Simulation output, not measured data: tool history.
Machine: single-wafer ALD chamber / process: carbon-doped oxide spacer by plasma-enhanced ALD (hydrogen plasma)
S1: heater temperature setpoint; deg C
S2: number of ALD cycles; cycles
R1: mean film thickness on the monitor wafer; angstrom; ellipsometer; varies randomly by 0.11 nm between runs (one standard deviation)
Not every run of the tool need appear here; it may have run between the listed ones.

{"run": 1, "hour": 0.0, "S1": 385, "S2": 455, "R1": 206.56}
{"run": 2, "hour": 8.6, "S1": 385, "S2": 461, "R1": 210.38}
{"run": 3, "hour": 14.2, "S1": 385, "S2": 466, "R1": 211.22}
{"run": 4, "hour": 20.7, "S1": 385, "S2": 471, "R1": 212.29}
{"run": 5, "hour": 25.3, "S1": 385, "S2": 531, "R1": 240.87}
{"run": 6, "hour": 33.1, "S1": 385, "S2": 529, "R1": 241.21}

Forecast run 7:
{"run": 7, "hour": 35.3, "S1": 385, "S2": 529, "R1": "?"}

R1: 239.77 angstrom
